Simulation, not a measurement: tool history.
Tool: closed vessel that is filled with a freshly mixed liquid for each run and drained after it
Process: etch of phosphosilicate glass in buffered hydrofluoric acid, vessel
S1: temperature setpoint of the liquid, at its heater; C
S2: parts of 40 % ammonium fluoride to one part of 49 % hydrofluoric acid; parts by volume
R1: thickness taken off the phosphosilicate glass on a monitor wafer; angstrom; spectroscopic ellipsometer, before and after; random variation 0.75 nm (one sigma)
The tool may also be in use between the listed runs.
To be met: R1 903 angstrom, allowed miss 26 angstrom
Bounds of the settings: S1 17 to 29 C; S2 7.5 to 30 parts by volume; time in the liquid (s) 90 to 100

{"run": 1, "day": 0.0, "S1": 21, "S2": 20.5, "time in the liquid (s)": 90, "R1": 1337.8}
{"run": 2, "day": 0.325, "S1": 20.5, "S2": 21, "time in the liquid (s)": 90, "R1": 1303.6}
{"run": 3, "day": 0.712, "S1": 20.5, "S2": 23.5, "time in the liquid (s)": 90, "R1": 1209.4}
{"run": 4, "day": 1.096, "S1": 20, "S2": 24, "time in the liquid (s)": 90, "R1": 1138.7}
{"run": 5, "day": 1.417, "S1": 19.5, "S2": 24.5, "time in the liquid (s)": 90, "R1": 1095.1}
{"run": 6, "day": 1.621, "S1": 19, "S2": 25, "time in the liquid (s)": 90, "R1": 1047.2}
{"run": 7, "day": 1.762, "S1": 18.5, "S2": 25, "time in the liquid (s)": 90, "R1": 1028.6}
{"run": 8, "day": 1.883, "S1": 18.5, "S2": 25.5, "time in the liquid (s)": 90, "R1": 1013.3}

Which of these 5 next moves meets every target?
{"run": "A", "day": 2.004, "S1": 18.5, "S2": 27.5, "time in the liquid (s)": 90, "R1": "?"}
{"run": "B", "day": 2.004, "S1": 19, "S2": 23.5, "time in the liquid (s)": 90, "R1": "?"}
{"run": "C", "day": 2.004, "S1": 18.5, "S2": 30, "time in the liquid (s)": 90, "R1": "?"}
{"run": "D", "day": 2.004, "S1": 22, "S2": 30, "time in the liquid (s)": 95, "R1": "?"}
{"run": "E", "day": 2.004, "S1": 17.5, "S2": 25, "time in the liquid (s)": 90, "R1": "?"}

move=A R1=947.83
move=B R1=1087.1
move=C R1=892.4
move=D R1=1147.2
move=E R1=956.4
A: nearer than the last run, and not there yet
B: further off than the last run
C: meets every target
D: further off than the last run
E: nearer than the last run, and not there yet
The right move is C.

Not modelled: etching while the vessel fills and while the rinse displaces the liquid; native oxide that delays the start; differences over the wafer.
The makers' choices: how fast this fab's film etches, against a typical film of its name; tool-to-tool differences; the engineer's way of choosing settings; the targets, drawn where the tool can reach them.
